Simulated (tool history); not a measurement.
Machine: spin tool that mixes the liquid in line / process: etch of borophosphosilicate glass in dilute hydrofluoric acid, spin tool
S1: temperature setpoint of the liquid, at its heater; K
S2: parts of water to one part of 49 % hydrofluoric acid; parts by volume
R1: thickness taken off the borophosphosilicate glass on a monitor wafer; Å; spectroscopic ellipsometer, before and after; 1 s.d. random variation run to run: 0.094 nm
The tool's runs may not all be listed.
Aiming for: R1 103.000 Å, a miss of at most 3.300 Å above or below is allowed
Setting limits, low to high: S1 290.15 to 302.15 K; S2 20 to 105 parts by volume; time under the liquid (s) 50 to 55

{"run": 1, "hour": 0.0, "S1": 294.15, "S2": 55, "time under the liquid (s)": 50, "R1": 230.61}
{"run": 2, "hour": 5.0, "S1": 294.15, "S2": 55, "time under the liquid (s)": 50, "R1": 232.5}
{"run": 3, "hour": 7.9, "S1": 297.65, "S2": 55, "time under the liquid (s)": 50, "R1": 268.88}
{"run": 4, "hour": 10.9, "S1": 297.65, "S2": 40, "time under the liquid (s)": 50, "R1": 370.76}
{"run": 5, "hour": 17.5, "S1": 297.65, "S2": 40, "time under the liquid (s)": 55, "R1": 403.58}
{"run": 6, "hour": 18.1, "S1": 296.15, "S2": 50, "time under the liquid (s)": 55, "R1": 306.41}
{"run": 7, "hour": 20.1, "S1": 295.15, "S2": 60, "time under the liquid (s)": 55, "R1": 237.01}
{"run": 8, "hour": 27.6, "S1": 294.15, "S2": 65, "time under the liquid (s)": 55, "R1": 210.14}
{"run": 9, "hour": 29.0, "S1": 293.65, "S2": 70, "time under the liquid (s)": 55, "R1": 190.99}
{"run": 10, "hour": 32.0, "S1": 293.15, "S2": 75, "time under the liquid (s)": 55, "R1": 174.21}
{"run": 11, "hour": 35.0, "S1": 292.65, "S2": 80, "time under the liquid (s)": 55, "R1": 157.11}
{"run": 12, "hour": 43.5, "S1": 292.15, "S2": 85, "time under the liquid (s)": 55, "R1": 147.37}
{"run": 13, "hour": 50.4, "S1": 291.65, "S2": 90, "time under the liquid (s)": 55, "R1": 133.6}
{"hour": 57.4, "done": "hydrofluoric acid flow meter replaced"}
{"run": 14, "hour": 57.4, "S1": 290.15, "S2": 105, "time under the liquid (s)": 55, "R1": 97.91}

Exactly one of the 5 candidate moves below puts every result within its allowed miss. Which one?
{"run": "A", "hour": 64.4, "S1": 290.15, "S2": 95, "time under the liquid (s)": 55, "R1": "?"}
{"run": "B", "hour": 64.4, "S1": 290.65, "S2": 105, "time under the liquid (s)": 50, "R1": "?"}
{"run": "C", "hour": 64.4, "S1": 290.15, "S2": 105, "time under the liquid (s)": 50, "R1": "?"}
{"run": "D", "hour": 64.4, "S1": 291.15, "S2": 100, "time under the liquid (s)": 55, "R1": "?"}
{"run": "E", "hour": 64.4, "S1": 291.15, "S2": 105, "time under the liquid (s)": 55, "R1": "?"}

move=A R1=113.010
move=B R1=93.946
move=C R1=91.995
move=D R1=111.390
move=E R1=105.520
A: takes the biggest miss from the last run beyond its target
B: misses by more than the last run did
C: misses by more than the last run did
D: takes the biggest miss from the last run beyond its target
E: all results land within tolerance of their targets
Correct choice: E, which meets every target
